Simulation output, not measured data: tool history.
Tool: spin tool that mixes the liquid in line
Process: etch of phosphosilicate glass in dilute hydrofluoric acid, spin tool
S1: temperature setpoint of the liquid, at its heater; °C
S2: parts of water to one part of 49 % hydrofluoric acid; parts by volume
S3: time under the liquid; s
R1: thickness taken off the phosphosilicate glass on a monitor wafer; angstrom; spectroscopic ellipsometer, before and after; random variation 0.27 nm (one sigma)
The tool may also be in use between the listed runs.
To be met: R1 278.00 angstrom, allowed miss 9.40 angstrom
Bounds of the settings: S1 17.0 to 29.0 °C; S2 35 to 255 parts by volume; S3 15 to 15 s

Run 1, hour 0.0: S1 21.0 °C, S2 145 parts by volume, S3 15 s. Result: R1 167.98 angstrom.
Run 2, hour 8.6: S1 21.0 °C, S2 145 parts by volume, S3 15 s. Result: R1 170.21 angstrom.
Run 3, hour 17.4: S1 22.0 °C, S2 140 parts by volume, S3 15 s. Result: R1 186.82 angstrom.
Run 4, hour 20.9: S1 22.5 °C, S2 140 parts by volume, S3 15 s. Result: R1 186.91 angstrom.
Run 5, hour 25.9: S1 23.0 °C, S2 140 parts by volume, S3 15 s. Result: R1 187.58 angstrom.
Run 6, hour 27.3: S1 20.0 °C, S2 140 parts by volume, S3 15 s. Result: R1 167.51 angstrom.
Run 7, hour 35.0: S1 21.0 °C, S2 140 parts by volume, S3 15 s. Result: R1 178.45 angstrom.
Run 8, hour 38.0: S1 21.5 °C, S2 135 parts by volume, S3 15 s. Result: R1 189.55 angstrom.
Run 9, hour 45.3: S1 22.0 °C, S2 135 parts by volume, S3 15 s. Result: R1 188.15 angstrom.
Run 10, hour 53.0: S1 22.5 °C, S2 130 parts by volume, S3 15 s. Result: R1 203.26 angstrom.
Run 11, hour 57.3: S1 22.5 °C, S2 130 parts by volume, S3 15 s. Result: R1 203.55 angstrom.
Run 12, hour 65.7: S1 22.5 °C, S2 130 parts by volume, S3 15 s. Result: R1 201.86 angstrom.
Run 13, hour 69.8: S1 23.0 °C, S2 130 parts by volume, S3 15 s. Result: R1 207.29 angstrom.
Run 14, hour 73.3: S1 23.5 °C, S2 130 parts by volume, S3 15 s. Result: R1 213.38 angstrom.
Run 15, hour 73.9: S1 24.0 °C, S2 130 parts by volume, S3 15 s. Result: R1 216.14 angstrom.
Run 16, hour 76.0: S1 28.0 °C, S2 115 parts by volume, S3 15 s. Result: R1 291.87 angstrom.

Which of these 5 next moves meets every target?
Run A, hour 78.1: S1 28.5 °C, S2 120 parts by volume, S3 15 s. Result: R1 ?.
Run B, hour 78.1: S1 24.0 °C, S2 95 parts by volume, S3 15 s. Result: R1 ?.
Run C, hour 78.1: S1 24.5 °C, S2 95 parts by volume, S3 15 s. Result: R1 ?.
Run D, hour 78.1: S1 29.0 °C, S2 110 parts by volume, S3 15 s. Result: R1 ?.
Run E, hour 78.1: S1 28.5 °C, S2 110 parts by volume, S3 15 s. Result: R1 ?.

move      R1
   A  282.96
   B  310.22
   C  316.44
   D  318.76
   E  312.82
A: meets every target
B: further off than the last run
C: further off than the last run
D: further off than the last run
E: further off than the last run
Move A is the one to make.
